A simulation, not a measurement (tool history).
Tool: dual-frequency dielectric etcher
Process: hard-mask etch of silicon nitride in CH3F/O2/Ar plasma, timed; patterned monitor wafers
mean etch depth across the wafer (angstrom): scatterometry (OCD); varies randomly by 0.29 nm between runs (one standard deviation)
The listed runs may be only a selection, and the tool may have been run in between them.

| run | day | source power (kW) | bias power (kW) | etch time (s) | mean etch depth across the wafer (angstrom) |
|---|---|---|---|---|---|
| 1 | 0 | 0.47 | 0.057 | 207.5 | 1395 |
| 2 | 0.275 | 0.43 | 0.057 | 207.5 | 1353.3 |
| 3 | 0.304 | 0.43 | 0.057 | 207.5 | 1347.6 |
| 4 | 0.538 | 0.43 | 0.065 | 207.5 | 1409.5 |
| 5 | 0.779 | 0.51 | 0.065 | 207.5 | 1496.2 |
| 6 | 1.067 | 0.51 | 0.065 | 207.5 | 1496.6 |
| 7 | 1.138 | 0.43 | 0.064 | 207.5 | 1399.8 |
| 8 | 1.333 | 0.43 | 0.064 | 207.5 | 1401.5 |
|  | 1.379 | wet clean of the chamber |
| 9 | 1.379 | 0.43 | 0.064 | 207.5 | 1377.2 |
| 10 | 1.608 | 0.4 | 0.064 | 207.5 | 1335.6 |
| 11 | 1.662 | 0.38 | 0.064 | 207.5 | 1313.1 |

Run 12 comes next. What will it give?
| 12 | 1.892 | 0.31 | 0.064 | 207.5 | ? |

For run 12 the tool returned mean etch depth across the wafer (angstrom) 1235.1.
